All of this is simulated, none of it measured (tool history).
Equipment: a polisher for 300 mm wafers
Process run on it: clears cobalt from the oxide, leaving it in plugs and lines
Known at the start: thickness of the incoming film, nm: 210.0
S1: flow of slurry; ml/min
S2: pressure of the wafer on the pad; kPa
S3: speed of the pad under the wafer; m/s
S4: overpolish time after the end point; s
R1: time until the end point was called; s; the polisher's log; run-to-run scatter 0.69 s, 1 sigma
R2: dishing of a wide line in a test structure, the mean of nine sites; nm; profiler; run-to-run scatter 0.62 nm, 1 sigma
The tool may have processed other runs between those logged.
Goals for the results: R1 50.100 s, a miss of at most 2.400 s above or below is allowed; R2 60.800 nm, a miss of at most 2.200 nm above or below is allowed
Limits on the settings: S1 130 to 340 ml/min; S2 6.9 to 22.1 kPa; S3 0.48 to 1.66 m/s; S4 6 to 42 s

{"run": 1, "hour": 0.0, "S1": 220, "S2": 14.5, "S3": 1.06, "S4": 21, "R1": 34.772, "R2": 58.746}
{"run": 2, "hour": 7.8, "S1": 220, "S2": 13.8, "S3": 1.06, "S4": 23, "R1": 35.914, "R2": 60.19}
{"run": 3, "hour": 12.8, "S1": 220, "S2": 13.1, "S3": 1.06, "S4": 24, "R1": 36.876, "R2": 58.33}
{"run": 4, "hour": 15.3, "S1": 220, "S2": 10.3, "S3": 1.06, "S4": 24, "R1": 44.487, "R2": 55.27}
{"run": 5, "hour": 20.3, "S1": 220, "S2": 10.3, "S3": 1.06, "S4": 16, "R1": 44.886, "R2": 45.249}
{"run": 6, "hour": 26.3, "S1": 245, "S2": 10.3, "S3": 1.06, "S4": 16, "R1": 45.837, "R2": 45.099}
{"run": 7, "hour": 28.1, "S1": 250, "S2": 9.0, "S3": 1.06, "S4": 26, "R1": 49.5, "R2": 56.654}
{"run": 8, "hour": 34.2, "S1": 250, "S2": 9.0, "S3": 1.06, "S4": 27, "R1": 49.928, "R2": 56.133}

Next run, 4 choices. One meets every target within its allowed miss, the rest don't. Which?
{"run": "A", "hour": 40.3, "S1": 275, "S2": 8.3, "S3": 1.26, "S4": 39, "R1": "?", "R2": "?"}
{"run": "B", "hour": 40.3, "S1": 225, "S2": 9.0, "S3": 1.22, "S4": 37, "R1": "?", "R2": "?"}
{"run": "C", "hour": 40.3, "S1": 225, "S2": 9.7, "S3": 1.0, "S4": 35, "R1": "?", "R2": "?"}
{"run": "D", "hour": 40.3, "S1": 250, "S2": 7.6, "S3": 1.02, "S4": 28, "R1": "?", "R2": "?"}

move=A R1=43.940 R2=65.941
move=B R1=43.853 R2=65.239
move=C R1=50.421 R2=62.224
move=D R1=57.890 R2=54.610
A: pushes the last run's worst result past its target
B: pushes the last run's worst result past its target
C: all results land within tolerance of their targets
D: its largest miss is bigger than the last run's
Move C is the one to make.

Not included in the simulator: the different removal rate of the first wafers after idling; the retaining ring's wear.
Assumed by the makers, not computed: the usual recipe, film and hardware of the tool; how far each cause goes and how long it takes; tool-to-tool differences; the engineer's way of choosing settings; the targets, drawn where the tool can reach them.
